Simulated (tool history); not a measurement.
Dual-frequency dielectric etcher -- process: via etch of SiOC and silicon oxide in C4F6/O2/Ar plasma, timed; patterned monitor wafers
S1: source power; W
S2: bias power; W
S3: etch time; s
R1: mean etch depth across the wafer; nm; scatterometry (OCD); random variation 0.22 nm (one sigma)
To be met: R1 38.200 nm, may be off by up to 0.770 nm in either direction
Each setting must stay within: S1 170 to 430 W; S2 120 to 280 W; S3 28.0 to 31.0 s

run  hour   S1   S2    S3      R1
  1   0.0  300  200  31.0  31.345
  2   5.0  300  186  31.0  30.591
  3   8.5  300  154  31.0  28.764
  4  12.7  330  168  31.0  30.818
  5  17.1  330  168  31.0  30.393
  6  26.1  310  168  31.0  29.916
  7  30.8  340  181  31.0  31.938
  8  39.3  340  181  31.0  31.530
  9  43.1  360  194  31.0  33.319
 10  50.9  370  201  31.0  34.160
 11  57.0  380  206  31.0  34.811
 12  59.2  380  206  31.0  34.913
 13  68.0  390  210  31.0  35.241
 14  73.0  390  210  31.0  35.543
 15  74.5  400  213  31.0  35.822

Pick the move, out of 4, that brings all results within their allowed miss; only one does.
  A  76.0  420  241  31.0   ?
  B  76.0  390  265  29.5   ?
  C  76.0  410  228  30.5   ?
  D  76.0  400  221  30.5   ?

move      R1
   A  38.140
   B  36.576
   C  36.430
   D  35.680
A: each result inside its tolerance
B: nearer than the last run, and not there yet
C: nearer than the last run, and not there yet
D: misses by more than the last run did
A meets every target.

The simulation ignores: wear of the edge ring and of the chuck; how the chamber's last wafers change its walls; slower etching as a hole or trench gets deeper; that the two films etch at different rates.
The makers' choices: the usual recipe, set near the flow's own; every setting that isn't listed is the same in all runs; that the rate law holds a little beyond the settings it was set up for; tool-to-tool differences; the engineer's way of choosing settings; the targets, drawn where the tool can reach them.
